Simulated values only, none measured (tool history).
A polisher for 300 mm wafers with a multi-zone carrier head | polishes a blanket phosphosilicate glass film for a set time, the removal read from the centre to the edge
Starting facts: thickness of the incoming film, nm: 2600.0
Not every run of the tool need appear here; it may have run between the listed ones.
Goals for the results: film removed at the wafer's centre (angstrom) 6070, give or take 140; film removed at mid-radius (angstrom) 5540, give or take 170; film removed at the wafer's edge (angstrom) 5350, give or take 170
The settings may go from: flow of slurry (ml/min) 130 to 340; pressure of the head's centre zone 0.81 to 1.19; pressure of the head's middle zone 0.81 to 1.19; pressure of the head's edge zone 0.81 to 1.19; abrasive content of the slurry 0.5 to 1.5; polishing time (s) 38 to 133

run	hour	flow of slurry (ml/min)	pressure of the head's centre zone	pressure of the head's middle zone	pressure of the head's edge zone	abrasive content of the slurry	polishing time (s)	film removed at the wafer's centre (angstrom)	film removed at mid-radius (angstrom)	film removed at the wafer's edge (angstrom)
1	0	220	1	1	1	1	85	7590.7	6512.5	6594.2
2	5.3	215	0.99	0.99	0.97	0.95	85	7440.6	6338.5	6470.7
3	14.1	215	0.99	0.99	0.97	0.85	85	7167.3	6285.7	6239.3
4	21.9	210	0.98	0.98	0.95	0.8	85	6935.4	6004.8	6064
5	28.7	210	0.98	0.98	0.95	0.95	85	7295.2	6309.2	6367.6
# hour 34.4: centre zone pressure recalibrated
6	34.4	210	0.98	0.98	0.95	0.95	101	7805.6	7596.9	7591.1
7	43.2	215	0.97	0.98	0.94	0.9	98	7446.1	7198.4	7224.9
8	48.3	215	0.97	0.98	0.94	0.9	98	7517	7194.1	7256.8
9	54.2	215	0.97	0.98	0.93	0.85	96	7170.5	6898.2	6987.4
10	62.8	225	1.06	1	0.83	0.6	86	6482.5	5718.9	5352.8
11	69.6	220	1.05	1	0.83	0.6	86	6363.1	5762.4	5416.7
12	74.3	215	1.05	1	0.83	0.6	86	6454.9	5834	5383.1
13	77.8	185	0.99	0.95	0.84	0.6	86	5798.2	5375.8	5259.6
14	81.5	190	0.99	0.95	0.84	0.6	86	5763.6	5431.8	5301.9
15	89.2	195	0.99	0.95	0.84	0.6	86	5870	5328.1	5224.3
16	95.5	195	0.99	0.95	0.84	0.6	86	5931.1	5523.2	5350.6

4 candidate next runs follow, results not yet known. Just one meets every target within its allowed miss. Identify it.
A	101.8	160	1.07	1.02	0.89	0.8	80	?	?	?
B	101.8	195	0.97	0.89	0.85	0.6	91	?	?	?
C	101.8	185	0.89	0.97	0.81	0.5	95	?	?	?
D	101.8	135	0.95	0.9	0.87	0.55	97	?	?	?

move	film removed at the wafer's centre (angstrom)	film removed at mid-radius (angstrom)	film removed at the wafer's edge (angstrom)
A	6122.7	5470.9	5354.2
B	6100.3	5352	5704.8
C	5536	5697.1	5542.3
D	5720.6	5223	5691
A: all results land within tolerance of their targets
B: the worst result of the last run now meets its target, but another is out of spec
C: its largest miss is bigger than the last run's
D: its largest miss is bigger than the last run's
Correct choice: A, which meets every target
